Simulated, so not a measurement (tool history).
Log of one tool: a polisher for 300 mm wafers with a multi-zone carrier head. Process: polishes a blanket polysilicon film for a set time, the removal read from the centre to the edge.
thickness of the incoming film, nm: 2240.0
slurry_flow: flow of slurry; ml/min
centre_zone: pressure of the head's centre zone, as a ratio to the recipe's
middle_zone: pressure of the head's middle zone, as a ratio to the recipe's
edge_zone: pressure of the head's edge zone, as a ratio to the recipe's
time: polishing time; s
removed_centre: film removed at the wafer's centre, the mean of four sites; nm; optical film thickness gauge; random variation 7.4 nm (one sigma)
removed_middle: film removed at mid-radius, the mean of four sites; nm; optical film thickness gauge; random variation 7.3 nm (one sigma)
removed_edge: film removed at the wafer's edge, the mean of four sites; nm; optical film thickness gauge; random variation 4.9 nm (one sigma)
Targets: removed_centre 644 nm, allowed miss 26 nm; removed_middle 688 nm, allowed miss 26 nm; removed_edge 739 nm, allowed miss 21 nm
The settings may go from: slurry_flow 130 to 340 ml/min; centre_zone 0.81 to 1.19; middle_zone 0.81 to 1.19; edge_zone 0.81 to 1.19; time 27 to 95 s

run 1 hour=0 | slurry_flow=220 centre_zone=1 middle_zone=1 edge_zone=1 time=61 | removed_centre=602.7 removed_middle=591.99 removed_edge=602.94
run 2 hour=6.6 | slurry_flow=240 centre_zone=1 middle_zone=1 edge_zone=1 time=61 | removed_centre=608.22 removed_middle=598.76 removed_edge=602.83
run 3 hour=13.3 | slurry_flow=235 centre_zone=0.99 middle_zone=1 edge_zone=1.03 time=63 | removed_centre=623.55 removed_middle=621.78 removed_edge=631.41
run 4 hour=18.7 | slurry_flow=235 centre_zone=0.99 middle_zone=1 edge_zone=1.11 time=63 | removed_centre=625.83 removed_middle=637.48 removed_edge=655
run 5 hour=26.5 | slurry_flow=235 centre_zone=0.99 middle_zone=1.05 edge_zone=1.11 time=63 | removed_centre=638.76 removed_middle=664.69 removed_edge=651.54
run 6 hour=34.6 | slurry_flow=235 centre_zone=0.99 middle_zone=1.05 edge_zone=1.11 time=56 | removed_centre=561.06 removed_middle=587.11 removed_edge=581.98
run 7 hour=43.3 | slurry_flow=235 centre_zone=0.98 middle_zone=1.03 edge_zone=1.13 time=59 | removed_centre=573.84 removed_middle=593.87 removed_edge=619.17
run 8 hour=45.9 | slurry_flow=240 centre_zone=0.97 middle_zone=1.03 edge_zone=1.14 time=61 | removed_centre=603.64 removed_middle=621.4 removed_edge=645.51
run 9 hour=48.2 | slurry_flow=245 centre_zone=0.95 middle_zone=1.03 edge_zone=1.15 time=62 | removed_centre=594.17 removed_middle=642.1 removed_edge=661.46
run 10 hour=50 | slurry_flow=250 centre_zone=0.95 middle_zone=1.02 edge_zone=1.16 time=63 | removed_centre=612.79 removed_middle=639.07 removed_edge=670.58
run 11 hour=58.7 | slurry_flow=250 centre_zone=0.94 middle_zone=1.02 edge_zone=1.17 time=64 | removed_centre=600.31 removed_middle=665.73 removed_edge=692.43
run 12 hour=59.3 | slurry_flow=255 centre_zone=0.94 middle_zone=1.01 edge_zone=1.17 time=65 | removed_centre=611.49 removed_middle=655.76 removed_edge=690.99
run 13 hour=64.6 | slurry_flow=255 centre_zone=0.94 middle_zone=1.01 edge_zone=1.17 time=66 | removed_centre=638.48 removed_middle=670.42 removed_edge=715.52

Which of these 5 next moves meets every target?
run A hour=69.9 | slurry_flow=300 centre_zone=0.99 middle_zone=1.01 edge_zone=1.16 time=65 | removed_centre=? removed_middle=? removed_edge=?
run B hour=69.9 | slurry_flow=225 centre_zone=0.94 middle_zone=1.02 edge_zone=1.19 time=69 | removed_centre=? removed_middle=? removed_edge=?
run C hour=69.9 | slurry_flow=210 centre_zone=0.97 middle_zone=1.05 edge_zone=1.17 time=64 | removed_centre=? removed_middle=? removed_edge=?
run D hour=69.9 | slurry_flow=300 centre_zone=0.95 middle_zone=1.15 edge_zone=1.1 time=64 | removed_centre=? removed_middle=? removed_edge=?
run E hour=69.9 | slurry_flow=340 centre_zone=0.96 middle_zone=1.06 edge_zone=1.12 time=65 | removed_centre=? removed_middle=? removed_edge=?

move=A removed_centre=659.54 removed_middle=660.82 removed_edge=698.68
move=B removed_centre=645.43 removed_middle=689.09 removed_edge=736.61
move=C removed_centre=613.32 removed_middle=650.46 removed_edge=673.46
move=D removed_centre=623.56 removed_middle=727.13 removed_edge=668.35
move=E removed_centre=646.83 removed_middle=695.68 removed_edge=691.18
A: further off than the last run
B: meets every target
C: further off than the last run
D: further off than the last run
E: further off than the last run
Move B is the one to make.
